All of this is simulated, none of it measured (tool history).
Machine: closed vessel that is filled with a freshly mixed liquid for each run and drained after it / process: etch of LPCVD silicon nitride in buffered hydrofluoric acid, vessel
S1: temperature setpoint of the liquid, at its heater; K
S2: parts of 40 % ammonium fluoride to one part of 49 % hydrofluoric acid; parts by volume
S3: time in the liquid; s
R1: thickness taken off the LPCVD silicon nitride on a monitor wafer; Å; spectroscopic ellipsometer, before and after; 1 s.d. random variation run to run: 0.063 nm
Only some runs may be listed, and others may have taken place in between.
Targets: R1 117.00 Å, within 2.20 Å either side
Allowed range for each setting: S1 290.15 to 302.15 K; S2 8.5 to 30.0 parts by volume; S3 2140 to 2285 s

run  hour      S1    S2    S3      R1
  1   0.0  294.15  23.5  2140  102.60
  2   5.6  294.65  23.5  2140  104.12
  3  10.2  295.15  23.5  2140  107.68
  4  18.2  295.65  23.5  2140  110.95
  5  24.4  295.65  21.0  2140  119.77
  6  25.9  295.65  25.5  2140  104.93
  7  27.8  296.15  25.5  2140  106.90
  8  29.3  296.65  25.5  2140  110.97
     36.2  -- hydrofluoric acid flow meter replaced
  9  36.2  297.15  25.5  2140  108.02
 10  41.1  297.65  25.5  2140  111.91

Consider the 5 candidate settings below. Which is the only one whose results all fall within their allowed miss of target?
  A  46.0  296.65  24.0  2215   ?
  B  46.0  299.15  30.0  2140   ?
  C  46.0  296.15  25.0  2190   ?
  D  46.0  300.15  29.0  2140   ?
  E  46.0  296.65  24.0  2220   ?

move      R1
   A  113.93
   B  108.26
   C  106.54
   D  116.98
   E  114.19
A: gains on the last run, yet a result remains outside its allowed miss
B: the biggest miss grows against the last run
C: the biggest miss grows against the last run
D: all results land within tolerance of their targets
E: gains on the last run, yet a result remains outside its allowed miss
D is the move that brings every result within its allowed miss.
